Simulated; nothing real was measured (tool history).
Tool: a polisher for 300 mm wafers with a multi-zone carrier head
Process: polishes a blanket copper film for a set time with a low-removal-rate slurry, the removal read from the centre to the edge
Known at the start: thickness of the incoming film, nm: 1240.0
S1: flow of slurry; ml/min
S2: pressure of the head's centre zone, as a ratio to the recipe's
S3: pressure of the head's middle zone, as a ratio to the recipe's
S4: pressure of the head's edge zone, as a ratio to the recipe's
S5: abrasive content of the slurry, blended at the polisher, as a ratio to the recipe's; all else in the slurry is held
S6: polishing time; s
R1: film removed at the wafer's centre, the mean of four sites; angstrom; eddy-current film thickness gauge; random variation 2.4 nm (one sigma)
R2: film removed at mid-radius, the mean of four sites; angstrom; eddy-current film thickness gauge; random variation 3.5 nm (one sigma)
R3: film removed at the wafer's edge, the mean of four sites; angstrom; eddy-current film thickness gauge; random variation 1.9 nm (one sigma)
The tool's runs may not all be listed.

Run 1, day 0: S1 300 ml/min, S2 1, S3 1, S4 1, S5 1, S6 58 s. Result: R1 1773 angstrom, R2 1697.3 angstrom, R3 1790.3 angstrom.
Run 2, day 0.142: S1 300 ml/min, S2 0.99, S3 1.02, S4 1.02, S5 1.05, S6 59 s. Result: R1 1756.5 angstrom, R2 1769.6 angstrom, R3 1818.9 angstrom.
Run 3, day 0.358: S1 365 ml/min, S2 0.99, S3 1.02, S4 1.02, S5 1.05, S6 59 s. Result: R1 1824.6 angstrom, R2 1875.5 angstrom, R3 1862.4 angstrom.
Run 4, day 0.529: S1 365 ml/min, S2 0.99, S3 0.93, S4 1.02, S5 1.05, S6 59 s. Result: R1 1791.4 angstrom, R2 1752.4 angstrom, R3 1887.3 angstrom.
Run 5, day 0.629: S1 370 ml/min, S2 0.98, S3 0.94, S4 1.03, S5 1.1, S6 60 s. Result: R1 1876.8 angstrom, R2 1788.9 angstrom, R3 1893.9 angstrom.
Run 6, day 0.962: S1 370 ml/min, S2 0.96, S3 0.96, S4 1.04, S5 1.05, S6 62 s. Result: R1 1869.5 angstrom, R2 1862.3 angstrom, R3 1969.3 angstrom.
Run 7, day 1.283: S1 375 ml/min, S2 0.94, S3 0.98, S4 1.05, S5 1.05, S6 63 s. Result: R1 1825.9 angstrom, R2 1917.8 angstrom, R3 2013.2 angstrom.

The next listed run, before its measurement:
Run 8, day 1.388: S1 380 ml/min, S2 0.93, S3 0.99, S4 1.06, S5 1.1, S6 64 s. Result: R1 ?, R2 ?, R3 ?.

{"run 8": {"R1": 1871.7, "R2": 1917.8, "R3": 2076.3}}

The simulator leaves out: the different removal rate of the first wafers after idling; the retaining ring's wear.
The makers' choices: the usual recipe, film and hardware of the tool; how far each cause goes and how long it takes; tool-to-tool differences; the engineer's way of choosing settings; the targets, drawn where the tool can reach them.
